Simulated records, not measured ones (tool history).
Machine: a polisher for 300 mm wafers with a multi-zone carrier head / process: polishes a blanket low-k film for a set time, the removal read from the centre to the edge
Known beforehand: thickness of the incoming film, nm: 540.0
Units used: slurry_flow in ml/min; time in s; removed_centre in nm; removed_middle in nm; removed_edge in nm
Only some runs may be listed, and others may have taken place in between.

run 1 hour=0 | slurry_flow=185 centre_zone=1 middle_zone=1 edge_zone=1 slurry_solids=1 time=37 | removed_centre=17.37 removed_middle=16.579 removed_edge=16.761
run 2 hour=2.7 | slurry_flow=190 centre_zone=0.97 middle_zone=1.04 edge_zone=1.03 slurry_solids=1.15 time=39 | removed_centre=19.239 removed_middle=19.641 removed_edge=19.694
run 3 hour=9.4 | slurry_flow=190 centre_zone=0.97 middle_zone=1.04 edge_zone=1.03 slurry_solids=1.05 time=39 | removed_centre=18.167 removed_middle=18.984 removed_edge=18.626
run 4 hour=10 | slurry_flow=190 centre_zone=0.9 middle_zone=1.04 edge_zone=1.03 slurry_solids=1.05 time=39 | removed_centre=16.683 removed_middle=19.281 removed_edge=18.512
run 5 hour=18.4 | slurry_flow=200 centre_zone=0.9 middle_zone=1.08 edge_zone=1.05 slurry_solids=1.15 time=40 | removed_centre=18.588 removed_middle=21.029 removed_edge=20.057
run 6 hour=22.1 | slurry_flow=200 centre_zone=0.9 middle_zone=1.11 edge_zone=1.05 slurry_solids=1.15 time=40 | removed_centre=18.21 removed_middle=21.595 removed_edge=20.184
run 7 hour=30.8 | slurry_flow=200 centre_zone=0.89 middle_zone=1.13 edge_zone=1.06 slurry_solids=1.25 time=41 | removed_centre=19.454 removed_middle=23.566 removed_edge=21.612

What does the tool deliver on the next run?
run 8 hour=32.4 | slurry_flow=205 centre_zone=0.88 middle_zone=1.14 edge_zone=1.08 slurry_solids=1.3 time=42 | removed_centre=? removed_middle=? removed_edge=?

removed_centre: 20.431 nm
removed_middle: 24.814 nm
removed_edge: 22.623 nm

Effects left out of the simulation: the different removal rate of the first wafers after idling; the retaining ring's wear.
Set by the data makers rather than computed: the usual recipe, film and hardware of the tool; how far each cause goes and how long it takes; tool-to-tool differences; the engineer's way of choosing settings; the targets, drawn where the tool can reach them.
